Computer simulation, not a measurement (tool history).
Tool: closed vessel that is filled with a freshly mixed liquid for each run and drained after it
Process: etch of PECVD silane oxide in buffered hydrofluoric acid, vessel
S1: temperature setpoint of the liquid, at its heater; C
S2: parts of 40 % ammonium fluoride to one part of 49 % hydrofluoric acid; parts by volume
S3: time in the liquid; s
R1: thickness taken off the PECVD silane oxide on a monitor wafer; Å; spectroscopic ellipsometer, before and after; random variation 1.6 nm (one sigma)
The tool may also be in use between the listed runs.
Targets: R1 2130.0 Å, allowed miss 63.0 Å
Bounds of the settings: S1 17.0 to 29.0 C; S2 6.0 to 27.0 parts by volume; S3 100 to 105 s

run	hour	S1	S2	S3	R1
1	0.0	21.0	16.5	100	1207.1
2	6.7	19.5	16.5	100	1112.7
3	8.5	22.5	15.5	100	1407.5
4	13.4	22.5	15.5	105	1480.0
5	18.1	22.5	15.5	105	1484.3
6	20.8	22.5	15.5	105	1490.5
7	26.1	24.5	15.5	105	1650.3
8	35.4	24.5	15.5	105	1670.3
9	44.6	24.5	15.5	105	1641.7
10	45.6	26.0	15.0	105	1853.2
11	47.1	27.0	15.0	105	1951.5
12	48.7	27.5	15.0	105	2014.9
13	51.0	28.0	15.0	105	2057.8

5 next moves are on the table. One of them brings every result within its allowed miss. Which?
A	53.3	28.5	15.5	100	?
B	53.3	27.0	12.0	100	?
C	53.3	27.5	15.0	100	?
D	53.3	29.0	14.0	105	?
E	53.3	25.5	12.0	100	?

move	R1
A	1956.8
B	2321.0
C	1916.0
D	2331.3
E	2141.2
A: further off than the last run
B: takes the result that was furthest off past its target
C: further off than the last run
D: takes the result that was furthest off past its target
E: meets every target
The right move is E.
